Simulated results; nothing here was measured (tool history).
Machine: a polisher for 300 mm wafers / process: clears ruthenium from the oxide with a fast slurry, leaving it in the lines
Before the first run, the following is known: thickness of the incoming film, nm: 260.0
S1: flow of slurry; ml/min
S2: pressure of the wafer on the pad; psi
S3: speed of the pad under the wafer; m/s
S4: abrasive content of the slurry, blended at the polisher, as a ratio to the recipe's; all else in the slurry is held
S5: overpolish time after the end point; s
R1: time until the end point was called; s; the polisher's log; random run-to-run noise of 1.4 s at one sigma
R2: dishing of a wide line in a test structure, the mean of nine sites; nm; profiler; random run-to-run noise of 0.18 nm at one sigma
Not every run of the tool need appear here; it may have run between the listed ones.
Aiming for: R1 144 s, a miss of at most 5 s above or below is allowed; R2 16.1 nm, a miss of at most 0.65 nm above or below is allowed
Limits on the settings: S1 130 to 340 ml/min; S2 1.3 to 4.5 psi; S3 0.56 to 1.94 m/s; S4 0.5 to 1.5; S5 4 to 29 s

run 1 hour=0 | S1=220 S2=2.9 S3=1.24 S4=1 S5=15 | R1=48.871 R2=48.561
run 2 hour=2.4 | S1=220 S2=2.9 S3=1.24 S4=1 S5=10 | R1=48.772 R2=37.225
run 3 hour=7.3 | S1=220 S2=2.9 S3=1.38 S4=1 S5=10 | R1=44.832 R2=40.27
run 4 hour=8 | S1=220 S2=2.9 S3=1.66 S4=1 S5=10 | R1=38.065 R2=43.604
run 5 hour=10.6 | S1=220 S2=2.6 S3=1.66 S4=1 S5=10 | R1=42.63 R2=41.608
run 6 hour=12.6 | S1=220 S2=2.6 S3=1.66 S4=1 S5=14 | R1=42.696 R2=51.387
run 7 hour=19.3 | S1=220 S2=2.5 S3=1.54 S4=0.95 S5=13 | R1=48.653 R2=45.105
run 8 hour=25.2 | S1=220 S2=2.4 S3=1.42 S4=0.9 S5=12 | R1=56.222 R2=37.445
run 9 hour=27.8 | S1=220 S2=2.3 S3=1.32 S4=0.9 S5=12 | R1=61.181 R2=35.8
run 10 hour=29.6 | S1=220 S2=2.2 S3=1.24 S4=0.9 S5=12 | R1=67.01 R2=33.088
run 11 hour=32 | S1=220 S2=2.1 S3=1.16 S4=0.9 S5=12 | R1=75.065 R2=30.589

Which of these 5 next moves meets every target?
run A hour=34.4 | S1=230 S2=1.5 S3=0.86 S4=0.75 S5=11 | R1=? R2=?
run B hour=34.4 | S1=195 S2=1.4 S3=0.92 S4=0.7 S5=11 | R1=? R2=?
run C hour=34.4 | S1=210 S2=1.9 S3=0.82 S4=0.6 S5=12 | R1=? R2=?
run D hour=34.4 | S1=165 S2=1.7 S3=0.92 S4=0.8 S5=9 | R1=? R2=?
run E hour=34.4 | S1=170 S2=1.3 S3=1.26 S4=0.65 S5=10 | R1=? R2=?

move=A R1=146.01 R2=15.837
move=B R1=158.62 R2=14.687
move=C R1=143.57 R2=17.392
move=D R1=124.41 R2=15.264
move=E R1=142.73 R2=14.825
A: hits every target within its allowed miss
B: carries the result that was furthest off beyond its target, to the other side
C: an improvement on the last run, though not all results are within tolerance
D: carries the result that was furthest off beyond its target, to the other side
E: carries the result that was furthest off beyond its target, to the other side
Answer: A

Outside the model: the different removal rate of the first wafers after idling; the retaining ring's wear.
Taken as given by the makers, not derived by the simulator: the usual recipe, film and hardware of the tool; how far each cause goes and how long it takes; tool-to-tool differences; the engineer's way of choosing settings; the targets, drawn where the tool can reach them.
